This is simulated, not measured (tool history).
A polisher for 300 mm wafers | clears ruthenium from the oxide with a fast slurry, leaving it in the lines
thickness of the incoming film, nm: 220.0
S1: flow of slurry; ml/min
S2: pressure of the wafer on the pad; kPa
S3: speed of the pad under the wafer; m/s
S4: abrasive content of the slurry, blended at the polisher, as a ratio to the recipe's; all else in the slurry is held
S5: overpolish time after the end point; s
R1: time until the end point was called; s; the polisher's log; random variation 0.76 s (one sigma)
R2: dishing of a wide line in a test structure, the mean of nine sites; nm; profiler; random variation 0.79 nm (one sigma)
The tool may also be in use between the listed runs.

run 1 day=0.000 | S1=145 S2=11.7 S3=1.26 S4=1.0 S5=26 | R1=59.220 R2=42.618
run 2 day=0.212 | S1=145 S2=12.4 S3=1.28 S4=1.0 S5=27 | R1=53.935 R2=43.417
run 3 day=0.554 | S1=145 S2=12.4 S3=1.28 S4=1.1 S5=27 | R1=52.711 R2=44.607
run 4 day=0.638 | S1=145 S2=12.4 S3=1.28 S4=1.1 S5=31 | R1=52.475 R2=45.595
run 5 day=0.746 | S1=145 S2=13.1 S3=1.28 S4=1.1 S5=33 | R1=49.753 R2=47.263
run 6 day=1.121 | S1=145 S2=13.8 S3=1.28 S4=1.1 S5=34 | R1=47.272 R2=48.115

Forecast run 7:
run 7 day=1.325 | S1=145 S2=13.8 S3=1.28 S4=1.1 S5=34 | R1=? R2=?

Run 7 gave R1 46.464 s, R2 48.480 nm.

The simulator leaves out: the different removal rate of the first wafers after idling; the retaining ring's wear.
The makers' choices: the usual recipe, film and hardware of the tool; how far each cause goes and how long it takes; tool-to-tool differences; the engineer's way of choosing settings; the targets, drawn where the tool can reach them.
